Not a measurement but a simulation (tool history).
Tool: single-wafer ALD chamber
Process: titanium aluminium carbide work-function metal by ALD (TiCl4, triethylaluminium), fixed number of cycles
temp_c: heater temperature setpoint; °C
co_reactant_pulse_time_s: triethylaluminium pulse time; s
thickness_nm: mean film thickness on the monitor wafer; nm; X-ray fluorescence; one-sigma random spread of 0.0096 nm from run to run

Run 1, hour 0.0: temp_c 295 °C, co_reactant_pulse_time_s 13.41 s. Result: thickness_nm 2.0025 nm.
Run 2, hour 2.3: temp_c 295 °C, co_reactant_pulse_time_s 15.00 s. Result: thickness_nm 2.0412 nm.
Run 3, hour 3.3: temp_c 289 °C, co_reactant_pulse_time_s 14.11 s. Result: thickness_nm 1.9626 nm.
Run 4, hour 4.9: temp_c 285 °C, co_reactant_pulse_time_s 13.60 s. Result: thickness_nm 1.9347 nm.
Run 5, hour 8.1: temp_c 282 °C, co_reactant_pulse_time_s 13.04 s. Result: thickness_nm 1.9193 nm.
Run 6, hour 8.6: temp_c 287 °C, co_reactant_pulse_time_s 13.04 s. Result: thickness_nm 1.9280 nm.

The next listed run, before its measurement:
At hour 13.3: thermocouple changed; heater temperature recalibrated.
Run 7, hour 13.3: temp_c 284 °C, co_reactant_pulse_time_s 12.55 s. Result: thickness_nm ?.

thickness_nm: 1.8786 nm

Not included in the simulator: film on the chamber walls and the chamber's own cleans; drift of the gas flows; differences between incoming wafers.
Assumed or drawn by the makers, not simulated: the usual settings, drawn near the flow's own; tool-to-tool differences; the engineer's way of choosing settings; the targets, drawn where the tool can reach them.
